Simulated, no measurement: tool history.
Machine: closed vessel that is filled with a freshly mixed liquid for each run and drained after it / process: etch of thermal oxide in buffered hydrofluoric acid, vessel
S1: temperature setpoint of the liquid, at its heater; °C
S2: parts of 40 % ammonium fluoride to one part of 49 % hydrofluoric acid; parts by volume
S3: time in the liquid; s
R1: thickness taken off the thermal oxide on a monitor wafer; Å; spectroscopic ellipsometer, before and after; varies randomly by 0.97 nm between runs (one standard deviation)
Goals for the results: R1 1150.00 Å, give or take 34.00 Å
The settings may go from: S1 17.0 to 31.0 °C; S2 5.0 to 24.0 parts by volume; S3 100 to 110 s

{"run": 1, "day": 0.0, "S1": 23.0, "S2": 14.5, "S3": 100, "R1": 758.0}
{"run": 2, "day": 0.108, "S1": 24.0, "S2": 14.5, "S3": 100, "R1": 799.42}
{"run": 3, "day": 0.317, "S1": 25.0, "S2": 14.5, "S3": 100, "R1": 855.09}
{"run": 4, "day": 0.554, "S1": 22.5, "S2": 14.5, "S3": 100, "R1": 739.98}
{"run": 5, "day": 0.65, "S1": 26.0, "S2": 14.5, "S3": 100, "R1": 904.58}
{"run": 6, "day": 0.958, "S1": 26.5, "S2": 14.5, "S3": 100, "R1": 923.79}
{"run": 7, "day": 1.121, "S1": 27.0, "S2": 14.5, "S3": 100, "R1": 946.67}
{"run": 8, "day": 1.471, "S1": 27.5, "S2": 14.5, "S3": 100, "R1": 985.99}
{"run": 9, "day": 1.529, "S1": 28.0, "S2": 14.5, "S3": 100, "R1": 1003.6}
{"run": 10, "day": 1.762, "S1": 28.5, "S2": 14.5, "S3": 100, "R1": 1038.1}
{"run": 11, "day": 1.817, "S1": 29.0, "S2": 14.5, "S3": 100, "R1": 1055.3}

Next run, 4 choices. One meets every target within its allowed miss, the rest don't. Which?
{"run": "A", "day": 1.871, "S1": 31.0, "S2": 13.5, "S3": 100, "R1": "?"}
{"run": "B", "day": 1.871, "S1": 28.5, "S2": 15.0, "S3": 110, "R1": "?"}
{"run": "C", "day": 1.871, "S1": 29.5, "S2": 17.0, "S3": 100, "R1": "?"}
{"run": "D", "day": 1.871, "S1": 31.0, "S2": 16.5, "S3": 110, "R1": "?"}

move=A R1=1250.20
move=B R1=1087.40
move=C R1=921.83
move=D R1=1129.80
A: pushes the last run's worst result past its target
B: better than the last run, though not everything is in spec
C: its largest miss is bigger than the last run's
D: every result within its allowed miss
Move D is the one to make.

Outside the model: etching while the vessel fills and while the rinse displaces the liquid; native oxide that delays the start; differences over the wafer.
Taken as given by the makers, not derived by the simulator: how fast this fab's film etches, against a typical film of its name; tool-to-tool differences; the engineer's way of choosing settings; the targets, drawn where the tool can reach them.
